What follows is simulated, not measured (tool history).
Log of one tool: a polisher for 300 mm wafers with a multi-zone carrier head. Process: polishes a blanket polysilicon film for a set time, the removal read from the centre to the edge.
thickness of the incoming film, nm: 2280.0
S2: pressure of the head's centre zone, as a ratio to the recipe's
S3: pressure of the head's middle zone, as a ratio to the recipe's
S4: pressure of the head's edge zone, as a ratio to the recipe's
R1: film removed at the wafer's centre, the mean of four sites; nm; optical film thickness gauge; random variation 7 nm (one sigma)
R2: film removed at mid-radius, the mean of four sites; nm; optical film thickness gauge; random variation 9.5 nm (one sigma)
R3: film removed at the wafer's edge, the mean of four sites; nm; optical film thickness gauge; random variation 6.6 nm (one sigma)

{"run": 1, "day": 0.0, "flow of slurry (ml/min)": 290, "S2": 1.0, "S3": 1.0, "S4": 1.0, "polishing time (s)": 87, "R1": 473.66, "R2": 479.69, "R3": 466.9}
{"run": 2, "day": 0.146, "flow of slurry (ml/min)": 290, "S2": 1.06, "S3": 1.0, "S4": 1.0, "polishing time (s)": 87, "R1": 494.58, "R2": 473.39, "R3": 470.69}
{"run": 3, "day": 0.471, "flow of slurry (ml/min)": 290, "S2": 1.06, "S3": 1.0, "S4": 0.94, "polishing time (s)": 87, "R1": 497.53, "R2": 475.82, "R3": 463.51}
{"run": 4, "day": 0.508, "flow of slurry (ml/min)": 290, "S2": 1.06, "S3": 1.0, "S4": 1.03, "polishing time (s)": 87, "R1": 503.17, "R2": 472.14, "R3": 475.56}
{"run": 5, "day": 0.558, "flow of slurry (ml/min)": 290, "S2": 1.11, "S3": 1.0, "S4": 1.03, "polishing time (s)": 87, "R1": 519.52, "R2": 488.36, "R3": 479.94}
{"run": 6, "day": 0.812, "flow of slurry (ml/min)": 315, "S2": 1.11, "S3": 1.0, "S4": 1.03, "polishing time (s)": 87, "R1": 515.33, "R2": 473.57, "R3": 483.79}
{"run": 7, "day": 0.838, "flow of slurry (ml/min)": 315, "S2": 1.11, "S3": 1.0, "S4": 1.03, "polishing time (s)": 87, "R1": 532.02, "R2": 483.08, "R3": 483.4}
{"run": 8, "day": 1.2, "flow of slurry (ml/min)": 300, "S2": 1.08, "S3": 1.02, "S4": 1.05, "polishing time (s)": 95, "R1": 559.03, "R2": 531.27, "R3": 521.65}
{"run": 9, "day": 1.379, "flow of slurry (ml/min)": 300, "S2": 1.08, "S3": 1.02, "S4": 1.05, "polishing time (s)": 95, "R1": 558.8, "R2": 526.25, "R3": 529.8}
{"run": 10, "day": 1.721, "flow of slurry (ml/min)": 295, "S2": 1.06, "S3": 1.05, "S4": 1.06, "polishing time (s)": 101, "R1": 575.21, "R2": 575.76, "R3": 570.39}

The next listed run, before its measurement:
{"run": 11, "day": 2.096, "flow of slurry (ml/min)": 315, "S2": 1.09, "S3": 1.15, "S4": 1.16, "polishing time (s)": 116, "R1": "?", "R2": "?", "R3": "?"}

{"run 11": {"R1": 694.71, "R2": 710.48, "R3": 673.77}}
